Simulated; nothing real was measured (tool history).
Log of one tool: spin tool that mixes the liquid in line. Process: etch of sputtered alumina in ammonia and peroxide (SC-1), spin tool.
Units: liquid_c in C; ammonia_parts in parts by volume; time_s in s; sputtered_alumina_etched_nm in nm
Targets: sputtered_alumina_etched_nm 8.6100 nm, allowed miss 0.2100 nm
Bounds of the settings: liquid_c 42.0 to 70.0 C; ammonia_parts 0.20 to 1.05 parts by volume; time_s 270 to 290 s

| run | hour | liquid_c | ammonia_parts | time_s | sputtered_alumina_etched_nm |
|---|---|---|---|---|---|
| 1 | 0.0 | 58.0 | 0.55 | 270 | 17.1750 |
| 2 | 0.8 | 58.0 | 0.55 | 270 | 16.9730 |
| 3 | 4.6 | 52.0 | 0.55 | 270 | 12.3130 |
| 4 | 9.2 | 52.0 | 0.35 | 270 | 11.8730 |
| 5 | 10.6 | 51.0 | 0.35 | 270 | 11.1850 |
|  | 14.0 | thermometer replaced |
| 6 | 14.0 | 50.0 | 0.35 | 270 | 12.0930 |
| 7 | 14.7 | 48.5 | 0.30 | 270 | 10.8340 |
| 8 | 19.7 | 48.5 | 0.30 | 270 | 10.9400 |
| 9 | 22.7 | 43.0 | 0.30 | 270 | 7.9942 |
| 10 | 27.3 | 43.5 | 0.30 | 270 | 8.1959 |

4 next moves are on the table. One of them brings every result within its allowed miss. Which?
| A | 31.9 | 42.0 | 0.50 | 270 | ? |
| B | 31.9 | 45.5 | 0.30 | 270 | ? |
| C | 31.9 | 44.5 | 0.20 | 290 | ? |
| D | 31.9 | 43.5 | 0.30 | 285 | ? |

| move | sputtered_alumina_etched_nm |
|---|---|
| A | 7.8785 |
| B | 9.1761 |
| C | 8.9554 |
| D | 8.6389 |
A: further off than the last run
B: takes the result that was furthest off past its target
C: takes the result that was furthest off past its target
D: meets every target
Answer: D

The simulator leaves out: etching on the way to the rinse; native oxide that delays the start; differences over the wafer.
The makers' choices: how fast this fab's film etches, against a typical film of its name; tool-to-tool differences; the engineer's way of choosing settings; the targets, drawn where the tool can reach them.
